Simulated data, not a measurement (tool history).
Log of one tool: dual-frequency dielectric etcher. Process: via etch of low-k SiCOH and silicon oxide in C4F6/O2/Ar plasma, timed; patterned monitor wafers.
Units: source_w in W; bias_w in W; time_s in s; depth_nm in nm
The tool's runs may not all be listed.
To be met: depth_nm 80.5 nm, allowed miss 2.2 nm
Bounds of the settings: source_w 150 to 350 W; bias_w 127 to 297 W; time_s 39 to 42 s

{"run": 1, "hour": 0.0, "source_w": 250, "bias_w": 212, "time_s": 42, "depth_nm": 92.833}
{"run": 2, "hour": 6.2, "source_w": 280, "bias_w": 212, "time_s": 42, "depth_nm": 96.879}
{"run": 3, "hour": 10.9, "source_w": 280, "bias_w": 212, "time_s": 42, "depth_nm": 97.033}
{"run": 4, "hour": 15.3, "source_w": 250, "bias_w": 212, "time_s": 42, "depth_nm": 93.107}
{"run": 5, "hour": 22.8, "source_w": 270, "bias_w": 212, "time_s": 42, "depth_nm": 95.724}
{"run": 6, "hour": 24.8, "source_w": 250, "bias_w": 205, "time_s": 42, "depth_nm": 91.696}
{"run": 7, "hour": 30.4, "source_w": 250, "bias_w": 205, "time_s": 42, "depth_nm": 91.961}
{"run": 8, "hour": 33.4, "source_w": 240, "bias_w": 199, "time_s": 42, "depth_nm": 89.768}
{"run": 9, "hour": 34.0, "source_w": 230, "bias_w": 194, "time_s": 42, "depth_nm": 87.839}
{"run": 10, "hour": 39.1, "source_w": 230, "bias_w": 194, "time_s": 42, "depth_nm": 87.721}
{"run": 11, "hour": 46.9, "source_w": 220, "bias_w": 190, "time_s": 42, "depth_nm": 85.864}
{"run": 12, "hour": 53.6, "source_w": 210, "bias_w": 187, "time_s": 42, "depth_nm": 83.756}
{"run": 13, "hour": 60.1, "source_w": 210, "bias_w": 186, "time_s": 42, "depth_nm": 83.558}
{"run": 14, "hour": 62.7, "source_w": 210, "bias_w": 185, "time_s": 42, "depth_nm": 83.671}

Which of these 4 next moves meets every target?
{"run": "A", "hour": 65.3, "source_w": 250, "bias_w": 208, "time_s": 40.5, "depth_nm": "?"}
{"run": "B", "hour": 65.3, "source_w": 210, "bias_w": 215, "time_s": 41, "depth_nm": "?"}
{"run": "C", "hour": 65.3, "source_w": 230, "bias_w": 180, "time_s": 42, "depth_nm": "?"}
{"run": "D", "hour": 65.3, "source_w": 220, "bias_w": 171, "time_s": 41, "depth_nm": "?"}

move=A depth_nm=89.287
move=B depth_nm=86.341
move=C depth_nm=85.332
move=D depth_nm=80.527
A: further off than the last run
B: further off than the last run
C: further off than the last run
D: meets every target
Answer: D
